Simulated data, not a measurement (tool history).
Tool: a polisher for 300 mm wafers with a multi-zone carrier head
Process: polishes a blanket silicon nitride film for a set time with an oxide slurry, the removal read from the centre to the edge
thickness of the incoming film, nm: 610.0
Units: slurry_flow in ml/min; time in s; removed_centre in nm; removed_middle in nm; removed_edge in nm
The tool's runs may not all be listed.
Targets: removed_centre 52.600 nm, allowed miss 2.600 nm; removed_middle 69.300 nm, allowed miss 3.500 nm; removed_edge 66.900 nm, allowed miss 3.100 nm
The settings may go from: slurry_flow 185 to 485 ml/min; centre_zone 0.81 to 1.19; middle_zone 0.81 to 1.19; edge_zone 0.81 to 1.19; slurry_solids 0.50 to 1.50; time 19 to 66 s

run  hour  slurry_flow  centre_zone  middle_zone  edge_zone  slurry_solids  time  removed_centre  removed_middle  removed_edge
  1   0.0          310         1.00         1.00       1.00           1.00    42          41.034          42.163        40.531
  2   3.7          310         1.00         1.00       1.00           1.00    38          36.216          38.014        36.773
  3   9.3          310         1.00         1.07       1.00           1.00    38          36.270          40.693        37.273
  4  13.9          310         1.00         1.07       1.00           1.00    30          28.752          32.559        30.009
  5  20.6          310         1.00         1.07       1.00           1.10    30          29.463          33.307        29.925
  6  27.3          310         1.04         1.07       1.00           1.10    30          31.367          32.382        29.519
  7  30.9          310         1.00         1.06       1.03           1.15    35          36.755          39.316        36.221
  8  34.2          310         1.00         1.06       1.03           1.15    35          35.504          39.635        36.776
  9  39.9          310         0.98         1.07       1.06           1.25    37          37.709          43.441        40.414
 10  48.3          310         0.96         1.07       1.09           1.30    40          41.966          47.739        45.639
 11  50.2          310         0.94         1.08       1.11           1.35    42          43.295          51.817        48.515
 12  56.8          310         0.92         1.08       1.13           1.40    44          44.483          54.306        51.130
 13  61.2          310         0.90         1.08       1.14           1.40    46          45.331          57.649        55.021
 14  63.8          310         0.89         1.08       1.15           1.40    47          45.232          57.694        57.390
 15  67.7          310         0.89         1.09       1.15           1.40    48          47.369          58.217        57.163
 16  68.8          315         0.88         1.10       1.15           1.40    49          47.840          59.405        60.796
 17  74.4          310         0.90         1.19       1.12           1.50    51          52.634          69.922        61.676
 18  75.8          310         0.89         1.18       1.13           1.50    51          51.464          68.889        61.735
 19  81.1          310         0.89         1.17       1.14           1.50    51          52.427          69.063        61.309

Which of these 5 next moves meets every target?
  A  86.4          305         0.98         1.10       1.19           1.40    55               ?               ?             ?
  B  86.4          300         0.86         1.09       1.11           1.40    56               ?               ?             ?
  C  86.4          250         0.82         0.89       1.18           1.15    65               ?               ?             ?
  D  86.4          390         1.00         1.12       1.08           1.40    49               ?               ?             ?
  E  86.4          305         0.88         1.16       1.14           1.50    60               ?               ?             ?

move  removed_centre  removed_middle  removed_edge
   A          58.533          70.106        67.262
   B          52.139          70.756        65.989
   C          52.097          62.781        72.227
   D          54.551          64.860        57.985
   E          58.754          82.116        73.505
A: brings the result that was furthest off to its target, and leaves another outside
B: meets every target
C: takes the result that was furthest off past its target
D: further off than the last run
E: takes the result that was furthest off past its target
Move B is the one to make.

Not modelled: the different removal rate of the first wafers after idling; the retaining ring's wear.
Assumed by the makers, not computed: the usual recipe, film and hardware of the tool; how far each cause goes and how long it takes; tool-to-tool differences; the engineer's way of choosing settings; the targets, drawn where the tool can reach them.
